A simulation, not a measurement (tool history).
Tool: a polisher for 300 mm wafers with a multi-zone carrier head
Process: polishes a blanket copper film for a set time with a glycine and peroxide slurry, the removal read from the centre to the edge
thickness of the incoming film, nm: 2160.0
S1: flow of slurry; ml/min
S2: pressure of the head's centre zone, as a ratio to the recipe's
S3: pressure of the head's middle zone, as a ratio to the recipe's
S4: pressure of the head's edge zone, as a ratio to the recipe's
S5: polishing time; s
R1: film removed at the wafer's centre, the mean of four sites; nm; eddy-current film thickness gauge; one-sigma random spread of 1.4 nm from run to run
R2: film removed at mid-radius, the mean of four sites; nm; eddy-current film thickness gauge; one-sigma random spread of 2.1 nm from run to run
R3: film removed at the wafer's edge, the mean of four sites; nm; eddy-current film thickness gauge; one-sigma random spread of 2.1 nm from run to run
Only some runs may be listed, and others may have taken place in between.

run	hour	S1	S2	S3	S4	S5	R1	R2	R3
1	0	185	1	1	1	47	226.88	228.21	243.07
2	6.8	180	0.98	1.02	0.97	42	196.25	207.81	210.9
3	10.1	180	0.9	1.02	0.97	42	181.28	207.92	209.44
4	12	180	0.95	1.02	0.97	42	188.31	207.4	214.48
# hour 13.4: slurry nozzle cleaned
5	13.4	185	0.96	1.04	0.93	38	199.89	217.09	200.68
6	18.8	185	0.96	1.04	0.93	44	234.21	249.18	241.54
7	19.8	210	0.94	1.04	0.95	40	211.92	226.08	222.27
8	28	190	0.94	1.04	0.95	37	197.98	208.49	202.15

What does the tool deliver on the next run?
9	33.5	170	0.84	1.08	0.91	24	?	?	?

Run 9 measured R1 110.62 nm, R2 136.9 nm, R3 125.88 nm.
